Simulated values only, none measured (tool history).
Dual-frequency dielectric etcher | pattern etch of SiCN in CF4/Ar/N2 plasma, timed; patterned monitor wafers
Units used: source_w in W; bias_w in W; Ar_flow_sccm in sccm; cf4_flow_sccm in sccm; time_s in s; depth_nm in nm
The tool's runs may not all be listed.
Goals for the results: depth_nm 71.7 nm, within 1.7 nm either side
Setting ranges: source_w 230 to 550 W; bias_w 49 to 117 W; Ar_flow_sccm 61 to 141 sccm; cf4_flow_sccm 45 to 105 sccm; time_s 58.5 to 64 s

run,hour,source_w,bias_w,Ar_flow_sccm,cf4_flow_sccm,time_s,depth_nm
1,0,390,83,101,75,64,53.59
2,6.6,410,84,101,75,64,55.894
3,13.9,370,84,101,75,64,50.193
4,18.5,370,84,107,75,64,50.613
5,23.8,400,85,107,75,64,55.104
6,31.4,400,85,96,75,64,56.138
7,36.1,420,85,96,75,64,58.486
8,43.3,440,85,96,75,64,61.529
9,50.9,450,85,96,75,64,62.934
10,53.1,520,87,96,75,64,73.96

Pick the move, out of 5, that brings all results within their allowed miss; only one does.
A,55.3,510,81,80,90,62.5,?
B,55.3,530,88,103,78,58.5,?
C,55.3,550,92,96,62,63.5,?
D,55.3,550,95,101,73,61,?
E,55.3,500,99,102,60,60,?

move,depth_nm
A,71.878
B,68.561
C,77.19
D,76.792
E,67.974
A: meets every target
B: moves the result that the last run missed by most past its target, out the other side
C: its largest miss is bigger than the last run's
D: its largest miss is bigger than the last run's
E: moves the result that the last run missed by most past its target, out the other side
The move that meets every target is A.

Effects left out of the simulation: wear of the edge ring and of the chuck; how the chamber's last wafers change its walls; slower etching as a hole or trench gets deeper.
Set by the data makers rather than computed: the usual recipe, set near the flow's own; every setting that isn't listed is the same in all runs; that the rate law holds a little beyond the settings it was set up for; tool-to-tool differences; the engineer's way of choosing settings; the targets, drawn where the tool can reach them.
